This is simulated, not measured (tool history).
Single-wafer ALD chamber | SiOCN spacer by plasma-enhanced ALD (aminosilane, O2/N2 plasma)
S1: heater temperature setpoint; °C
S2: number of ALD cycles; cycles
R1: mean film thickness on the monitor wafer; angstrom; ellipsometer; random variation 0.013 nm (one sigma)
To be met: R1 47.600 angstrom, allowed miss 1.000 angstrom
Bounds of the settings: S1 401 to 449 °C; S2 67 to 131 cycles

| run | hour | S1 | S2 | R1 |
|---|---|---|---|---|
| 1 | 0.0 | 425 | 99 | 58.757 |
| 2 | 4.4 | 425 | 90 | 53.673 |
| 3 | 8.5 | 425 | 77 | 45.509 |
| 4 | 13.0 | 435 | 77 | 44.025 |
| 5 | 20.1 | 433 | 78 | 44.768 |
| 6 | 28.6 | 431 | 78 | 45.308 |
| 7 | 32.1 | 430 | 78 | 45.256 |
| 8 | 34.8 | 429 | 78 | 45.639 |
| 9 | 42.0 | 428 | 78 | 45.845 |
| 10 | 49.9 | 427 | 78 | 45.910 |
| 11 | 52.2 | 421 | 81 | 48.509 |

4 next moves are on the table. One of them brings every result within its allowed miss. Which?
| A | 54.5 | 410 | 79 | ? |
| B | 54.5 | 419 | 82 | ? |
| C | 54.5 | 422 | 82 | ? |
| D | 54.5 | 418 | 78 | ? |

| move | R1 |
|---|---|
| A | 49.390 |
| B | 49.634 |
| C | 49.090 |
| D | 47.385 |
A: further off than the last run
B: further off than the last run
C: further off than the last run
D: meets every target
The right move is D.
